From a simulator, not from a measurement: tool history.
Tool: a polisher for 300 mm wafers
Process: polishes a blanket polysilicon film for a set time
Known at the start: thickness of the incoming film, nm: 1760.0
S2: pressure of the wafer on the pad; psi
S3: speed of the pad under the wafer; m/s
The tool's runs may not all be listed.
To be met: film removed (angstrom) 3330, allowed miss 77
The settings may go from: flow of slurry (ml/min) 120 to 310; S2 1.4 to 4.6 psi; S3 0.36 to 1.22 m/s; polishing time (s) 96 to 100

Run 1, hour 0: flow of slurry (ml/min) 200, S2 3 psi, S3 0.78 m/s, polishing time (s) 96. Result: film removed (angstrom) 5018.5.
Run 2, hour 4: flow of slurry (ml/min) 195, S2 2.7 psi, S3 0.78 m/s, polishing time (s) 96. Result: film removed (angstrom) 4495.1.
Run 3, hour 7.2: flow of slurry (ml/min) 185, S2 2.5 psi, S3 0.78 m/s, polishing time (s) 96. Result: film removed (angstrom) 4123.2.
Run 4, hour 15: flow of slurry (ml/min) 175, S2 2.4 psi, S3 0.78 m/s, polishing time (s) 96. Result: film removed (angstrom) 3934.1.
Run 5, hour 16: flow of slurry (ml/min) 155, S2 2.4 psi, S3 0.78 m/s, polishing time (s) 96. Result: film removed (angstrom) 3871.6.
Run 6, hour 23.2: flow of slurry (ml/min) 155, S2 2.4 psi, S3 0.78 m/s, polishing time (s) 100. Result: film removed (angstrom) 3990.9.
Run 7, hour 27.1: flow of slurry (ml/min) 150, S2 2.3 psi, S3 0.78 m/s, polishing time (s) 100. Result: film removed (angstrom) 3868.
Run 8, hour 28.1: flow of slurry (ml/min) 145, S2 2.2 psi, S3 0.78 m/s, polishing time (s) 100. Result: film removed (angstrom) 3674.5.
At hour 35.5: head pressure recalibrated.
Run 9, hour 35.5: flow of slurry (ml/min) 140, S2 2.1 psi, S3 0.78 m/s, polishing time (s) 100. Result: film removed (angstrom) 3671.4.
Run 10, hour 41.2: flow of slurry (ml/min) 135, S2 2 psi, S3 0.78 m/s, polishing time (s) 100. Result: film removed (angstrom) 3507.
Run 11, hour 44.9: flow of slurry (ml/min) 130, S2 2 psi, S3 0.78 m/s, polishing time (s) 100. Result: film removed (angstrom) 3428.5.
Run 12, hour 46: flow of slurry (ml/min) 130, S2 2 psi, S3 0.78 m/s, polishing time (s) 100. Result: film removed (angstrom) 3467.2.

5 next moves are on the table. One of them brings every result within its allowed miss. Which?
Run A, hour 47.1: flow of slurry (ml/min) 170, S2 1.8 psi, S3 0.86 m/s, polishing time (s) 97. Result: film removed (angstrom) ?.
Run B, hour 47.1: flow of slurry (ml/min) 125, S2 2 psi, S3 0.78 m/s, polishing time (s) 98. Result: film removed (angstrom) ?.
Run C, hour 47.1: flow of slurry (ml/min) 145, S2 1.9 psi, S3 0.74 m/s, polishing time (s) 98. Result: film removed (angstrom) ?.
Run D, hour 47.1: flow of slurry (ml/min) 155, S2 2.4 psi, S3 0.68 m/s, polishing time (s) 100. Result: film removed (angstrom) ?.
Run E, hour 47.1: flow of slurry (ml/min) 165, S2 1.9 psi, S3 0.8 m/s, polishing time (s) 99. Result: film removed (angstrom) ?.

move  film removed (angstrom)
   A                   3528.4
   B                   3356.8
   C                   3152.7
   D                   3739.4
   E                   3514.9
A: further off than the last run
B: meets every target
C: takes the result that was furthest off past its target
D: further off than the last run
E: further off than the last run
Move B is the one to make.
